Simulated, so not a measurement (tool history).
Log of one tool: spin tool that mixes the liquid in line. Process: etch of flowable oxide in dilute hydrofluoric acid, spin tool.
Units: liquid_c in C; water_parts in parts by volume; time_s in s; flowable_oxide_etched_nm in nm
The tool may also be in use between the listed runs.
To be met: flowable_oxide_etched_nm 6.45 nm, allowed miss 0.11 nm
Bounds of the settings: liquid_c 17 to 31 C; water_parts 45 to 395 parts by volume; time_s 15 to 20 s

run  hour  liquid_c  water_parts  time_s  flowable_oxide_etched_nm
  1     0        23          220      20                    4.4009
  2   3.6        23          290      20                    3.1176
  3   7.5        23          260      20                     3.587
  4  15.8        25          245      20                    4.1519
  5  21.2        25          275      20                    3.6008
  6  26.1        25          275      20                    3.5693
  7  33.9      26.5          255      20                    4.1333
  8  34.4      27.5          240      20                     4.636
  9  35.8      28.5          230      20                    5.0757
 10  37.3        31          195      20                    6.7571
 11  45.2      30.5          195      20                    6.7335
 12  51.9        30          195      20                    6.5905

Which of these 5 next moves meets every target?
  A  58.6        24          160      20                         ?
  B  58.6      28.5          190      20                         ?
  C  58.6      30.5          150      15                         ?
  D  58.6        31          195      20                         ?
  E  58.6      29.5          185      20                         ?

move  flowable_oxide_etched_nm
   A                    6.6832
   B                    6.4102
   C                    6.8772
   D                    6.7727
   E                    6.8616
A: further off than the last run
B: meets every target
C: further off than the last run
D: further off than the last run
E: further off than the last run
Answer: B
